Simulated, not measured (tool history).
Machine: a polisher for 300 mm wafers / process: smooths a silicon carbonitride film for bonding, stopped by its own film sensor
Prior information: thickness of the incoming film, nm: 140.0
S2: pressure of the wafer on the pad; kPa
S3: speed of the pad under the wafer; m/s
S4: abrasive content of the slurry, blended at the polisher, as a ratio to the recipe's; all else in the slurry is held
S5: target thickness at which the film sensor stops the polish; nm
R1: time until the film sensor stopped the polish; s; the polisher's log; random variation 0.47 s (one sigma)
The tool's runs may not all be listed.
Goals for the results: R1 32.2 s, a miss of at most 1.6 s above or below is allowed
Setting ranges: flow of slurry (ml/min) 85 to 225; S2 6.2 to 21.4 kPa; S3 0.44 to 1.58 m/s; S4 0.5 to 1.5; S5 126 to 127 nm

Run 1, hour 0: flow of slurry (ml/min) 145, S2 13.8 kPa, S3 1 m/s, S4 1, S5 126 nm. Result: R1 51.505 s.
Run 2, hour 8.5: flow of slurry (ml/min) 145, S2 15.9 kPa, S3 1.02 m/s, S4 1, S5 126 nm. Result: R1 43.807 s.
Run 3, hour 14.1: flow of slurry (ml/min) 145, S2 15.9 kPa, S3 1.02 m/s, S4 1, S5 127 nm. Result: R1 41.557 s.
Run 4, hour 19.8: flow of slurry (ml/min) 125, S2 15.9 kPa, S3 1.02 m/s, S4 1, S5 127 nm. Result: R1 41.148 s.
Run 5, hour 23.2: flow of slurry (ml/min) 125, S2 16.5 kPa, S3 1.02 m/s, S4 1, S5 127 nm. Result: R1 39.642 s.
Run 6, hour 29.1: flow of slurry (ml/min) 125, S2 17.2 kPa, S3 1.02 m/s, S4 1, S5 127 nm. Result: R1 39.064 s.
Run 7, hour 32.4: flow of slurry (ml/min) 125, S2 17.9 kPa, S3 1.02 m/s, S4 1, S5 127 nm. Result: R1 37.196 s.
Run 8, hour 39.3: flow of slurry (ml/min) 125, S2 18.6 kPa, S3 1.02 m/s, S4 1, S5 127 nm. Result: R1 35.537 s.
Run 9, hour 46.4: flow of slurry (ml/min) 125, S2 18.6 kPa, S3 1.02 m/s, S4 1, S5 127 nm. Result: R1 36.005 s.
Run 10, hour 49.4: flow of slurry (ml/min) 125, S2 19.3 kPa, S3 1.02 m/s, S4 1, S5 127 nm. Result: R1 35.331 s.
Run 11, hour 55.9: flow of slurry (ml/min) 125, S2 20 kPa, S3 1.02 m/s, S4 1, S5 127 nm. Result: R1 34.564 s.

Below are 5 possible settings for the next run. Only one of them brings all results inside the allowed miss of their targets. Which is it?
Run A, hour 62.4: flow of slurry (ml/min) 130, S2 21.4 kPa, S3 0.92 m/s, S4 0.9, S5 126 nm. Result: R1 ?.
Run B, hour 62.4: flow of slurry (ml/min) 120, S2 20 kPa, S3 1 m/s, S4 0.9, S5 127 nm. Result: R1 ?.
Run C, hour 62.4: flow of slurry (ml/min) 105, S2 21.4 kPa, S3 1.16 m/s, S4 0.95, S5 126 nm. Result: R1 ?.
Run D, hour 62.4: flow of slurry (ml/min) 165, S2 19.3 kPa, S3 1.1 m/s, S4 0.95, S5 126 nm. Result: R1 ?.
Run E, hour 62.4: flow of slurry (ml/min) 100, S2 17.9 kPa, S3 1.02 m/s, S4 0.9, S5 127 nm. Result: R1 ?.

move      R1
   A  38.795
   B  36.274
   C  32.576
   D  34.611
   E  40.618
A: misses by more than the last run did
B: misses by more than the last run did
C: all results land within tolerance of their targets
D: about as far from the targets as the last run
E: misses by more than the last run did
The move that meets every target is C.
